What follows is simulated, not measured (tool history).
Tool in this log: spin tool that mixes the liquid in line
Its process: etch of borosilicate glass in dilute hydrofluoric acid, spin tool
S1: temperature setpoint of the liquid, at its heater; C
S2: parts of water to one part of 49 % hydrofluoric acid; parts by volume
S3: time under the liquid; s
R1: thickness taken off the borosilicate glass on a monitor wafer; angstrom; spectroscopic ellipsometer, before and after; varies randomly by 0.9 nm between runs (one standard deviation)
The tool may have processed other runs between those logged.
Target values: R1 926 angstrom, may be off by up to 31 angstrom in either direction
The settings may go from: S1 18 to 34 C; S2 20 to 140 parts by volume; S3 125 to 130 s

| run | hour | S1 | S2 | S3 | R1 |
|---|---|---|---|---|---|
| 1 | 0 | 26 | 75 | 125 | 396.39 |
| 2 | 2.8 | 29 | 75 | 125 | 442.19 |
| 3 | 6.4 | 29.5 | 70 | 125 | 489.53 |
| 4 | 7.9 | 30 | 65 | 125 | 545.57 |
| 5 | 12.5 | 30.5 | 60 | 125 | 598.81 |
| 6 | 19.3 | 30.5 | 60 | 130 | 631 |
|  | 27.8 | thermometer replaced |
| 7 | 27.8 | 31 | 60 | 130 | 677.43 |
| 8 | 35.2 | 31.5 | 60 | 130 | 688.57 |

Exactly one of the 5 candidate moves below puts every result within its allowed miss. Which one?
| A | 42.6 | 32 | 50 | 130 | ? |
| B | 42.6 | 34 | 50 | 130 | ? |
| C | 42.6 | 30 | 65 | 130 | ? |
| D | 42.6 | 31 | 40 | 130 | ? |
| E | 42.6 | 32.5 | 55 | 125 | ? |

| move | R1 |
|---|---|
| A | 842.11 |
| B | 909.17 |
| C | 585.76 |
| D | 1028.8 |
| E | 744.36 |
A: moves toward the targets from the last run without getting all of them in spec
B: every result within its allowed miss
C: the biggest miss grows against the last run
D: takes the biggest miss from the last run beyond its target
E: moves toward the targets from the last run without getting all of them in spec
B is the move that brings every result within its allowed miss.

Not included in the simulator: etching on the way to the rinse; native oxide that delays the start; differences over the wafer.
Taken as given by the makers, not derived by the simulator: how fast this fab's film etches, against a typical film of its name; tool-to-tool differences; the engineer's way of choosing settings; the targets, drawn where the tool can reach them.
